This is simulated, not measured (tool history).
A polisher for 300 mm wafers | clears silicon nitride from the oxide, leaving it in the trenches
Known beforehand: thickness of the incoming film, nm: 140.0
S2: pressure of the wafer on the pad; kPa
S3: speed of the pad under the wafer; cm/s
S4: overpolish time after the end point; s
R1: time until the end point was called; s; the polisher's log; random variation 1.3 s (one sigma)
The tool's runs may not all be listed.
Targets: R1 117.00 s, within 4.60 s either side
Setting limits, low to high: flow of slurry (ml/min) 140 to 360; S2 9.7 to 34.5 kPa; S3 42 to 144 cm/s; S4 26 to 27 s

run 1 hour=0.0 | flow_of_slurry_(ml/min)=230 S2=22.1 S3=92 S4=26 | R1=175.33
run 2 hour=2.7 | flow_of_slurry_(ml/min)=230 S2=24.8 S3=92 S4=26 | R1=156.55
run 3 hour=4.5 | flow_of_slurry_(ml/min)=230 S2=20.0 S3=92 S4=26 | R1=196.69
run 4 hour=13.1 | flow_of_slurry_(ml/min)=230 S2=20.0 S3=92 S4=27 | R1=192.79
run 5 hour=17.8 | flow_of_slurry_(ml/min)=230 S2=17.2 S3=92 S4=27 | R1=223.99
run 6 hour=26.2 | flow_of_slurry_(ml/min)=230 S2=21.4 S3=92 S4=27 | R1=180.03
run 7 hour=34.6 | flow_of_slurry_(ml/min)=230 S2=24.1 S3=92 S4=27 | R1=160.76
run 8 hour=35.2 | flow_of_slurry_(ml/min)=230 S2=26.2 S3=92 S4=27 | R1=151.30
run 9 hour=42.8 | flow_of_slurry_(ml/min)=230 S2=28.3 S3=92 S4=27 | R1=137.55
run 10 hour=49.5 | flow_of_slurry_(ml/min)=230 S2=29.6 S3=92 S4=27 | R1=132.43

4 next moves are on the table. One of them brings every result within its allowed miss. Which?
run A hour=56.2 | flow_of_slurry_(ml/min)=210 S2=31.7 S3=90 S4=27 | R1=?
run B hour=56.2 | flow_of_slurry_(ml/min)=210 S2=34.5 S3=90 S4=26 | R1=?
run C hour=56.2 | flow_of_slurry_(ml/min)=230 S2=28.3 S3=84 S4=27 | R1=?
run D hour=56.2 | flow_of_slurry_(ml/min)=210 S2=31.0 S3=90 S4=26 | R1=?

move=A R1=126.21
move=B R1=116.31
move=C R1=149.65
move=D R1=128.95
A: closer than the last run, but not yet in spec
B: in spec on every target
C: further off than the last run
D: closer than the last run, but not yet in spec
B is the move that brings every result within its allowed miss.
